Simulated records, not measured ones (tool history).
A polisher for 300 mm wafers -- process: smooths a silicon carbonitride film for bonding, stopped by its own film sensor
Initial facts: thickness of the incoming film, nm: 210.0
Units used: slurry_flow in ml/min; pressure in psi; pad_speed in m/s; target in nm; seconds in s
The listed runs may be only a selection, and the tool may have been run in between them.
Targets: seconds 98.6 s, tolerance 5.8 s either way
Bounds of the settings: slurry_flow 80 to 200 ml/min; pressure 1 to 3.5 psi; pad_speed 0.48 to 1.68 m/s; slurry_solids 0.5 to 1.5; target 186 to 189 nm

run    day  slurry_flow  pressure  pad_speed  slurry_solids  target  seconds
  1      0          130       2.2       1.08              1     186   72.314
  2   0.25          115       2.2       1.08              1     186   72.425
  3  0.621          115       2.2       1.22              1     186   66.923
  4  0.758          115       2.6       1.22              1     186   57.568
  5  0.992          115       2.6       1.02              1     186    67.39
  6  1.067          135       2.6       1.02              1     186   63.914
  7  1.342          135       2.4          1              1     186   70.915
  8    1.6          135       2.2       0.98              1     186   77.865
  9  1.954          135       2.1       0.98              1     186   81.959
 10  2.183          135         2       0.98              1     186   86.164

Which of these 5 next moves meets every target?
  A  2.412          180       1.3       1.14              1     186        ?
  B  2.412          140         2       1.06           0.85     189        ?
  C  2.412          140       1.7          1           0.65     189        ?
  D  2.412          160       2.8       0.68              1     187        ?
  E  2.412          125       1.7       1.22           0.85     189        ?

move  seconds
   A   109.63
   B   74.084
   C   100.28
   D   77.061
   E   78.962
A: carries the result that was furthest off beyond its target, to the other side
B: its largest miss is bigger than the last run's
C: every result lands within tolerance
D: its largest miss is bigger than the last run's
E: its largest miss is bigger than the last run's
Go with C: it meets all targets.

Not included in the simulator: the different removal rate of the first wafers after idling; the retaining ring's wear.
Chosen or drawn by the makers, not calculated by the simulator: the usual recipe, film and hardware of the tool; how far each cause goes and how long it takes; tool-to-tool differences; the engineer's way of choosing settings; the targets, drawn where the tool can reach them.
